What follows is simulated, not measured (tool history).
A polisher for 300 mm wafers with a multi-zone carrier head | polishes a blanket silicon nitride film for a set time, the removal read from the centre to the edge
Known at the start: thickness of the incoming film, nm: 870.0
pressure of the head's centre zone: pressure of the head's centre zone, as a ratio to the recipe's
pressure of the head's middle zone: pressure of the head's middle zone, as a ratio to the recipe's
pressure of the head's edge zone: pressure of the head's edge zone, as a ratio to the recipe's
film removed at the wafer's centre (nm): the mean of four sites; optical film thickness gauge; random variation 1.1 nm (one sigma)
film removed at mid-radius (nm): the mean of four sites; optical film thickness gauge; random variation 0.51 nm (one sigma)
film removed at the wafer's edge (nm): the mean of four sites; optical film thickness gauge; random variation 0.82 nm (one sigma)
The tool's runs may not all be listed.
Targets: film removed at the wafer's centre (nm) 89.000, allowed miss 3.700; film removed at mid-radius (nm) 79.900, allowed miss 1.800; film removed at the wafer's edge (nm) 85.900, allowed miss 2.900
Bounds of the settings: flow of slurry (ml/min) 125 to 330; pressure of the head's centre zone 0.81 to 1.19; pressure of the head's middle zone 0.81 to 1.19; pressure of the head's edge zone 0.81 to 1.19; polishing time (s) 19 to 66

run	hour	flow of slurry (ml/min)	pressure of the head's centre zone	pressure of the head's middle zone	pressure of the head's edge zone	polishing time (s)	film removed at the wafer's centre (nm)	film removed at mid-radius (nm)	film removed at the wafer's edge (nm)
1	0.0	210	1.00	1.00	1.00	42	114.890	110.510	111.000
2	8.9	205	0.99	0.97	0.97	41	110.580	103.580	107.990
3	12.7	225	0.99	0.97	0.97	41	111.120	105.030	107.710
4	18.9	230	0.99	0.95	0.95	39	108.540	99.216	102.050
5	23.1	280	0.99	0.95	0.95	39	109.890	101.870	104.540
6	29.6	280	0.99	0.95	0.95	29	83.648	74.904	77.323
7	37.0	280	0.99	0.95	0.97	29	83.007	76.080	78.860
8	40.1	285	1.00	0.95	0.99	29	81.563	75.640	79.571
9	44.7	285	1.01	0.95	1.00	29	85.082	75.569	79.416
10	53.3	285	1.01	0.95	1.00	29	84.136	75.544	78.743
11	57.7	285	1.01	0.95	1.01	29	82.212	75.262	80.575

Which of these 5 next moves meets every target?
A	62.1	235	0.91	1.08	1.01	28	?	?	?
B	62.1	320	1.05	0.88	1.09	32	?	?	?
C	62.1	300	1.11	1.07	0.98	28	?	?	?
D	62.1	270	1.01	0.95	1.03	31	?	?	?
E	62.1	305	1.08	0.97	1.11	31	?	?	?

move	film removed at the wafer's centre (nm)	film removed at mid-radius (nm)	film removed at the wafer's edge (nm)
A	71.375	79.055	75.532
B	97.781	78.671	92.277
C	89.976	80.603	76.072
D	89.379	79.834	85.674
E	97.015	82.258	89.792
A: brings the result that was furthest off to its target, and leaves another outside
B: brings the result that was furthest off to its target, and leaves another outside
C: brings the result that was furthest off to its target, and leaves another outside
D: meets every target
E: takes the result that was furthest off past its target
Answer: D
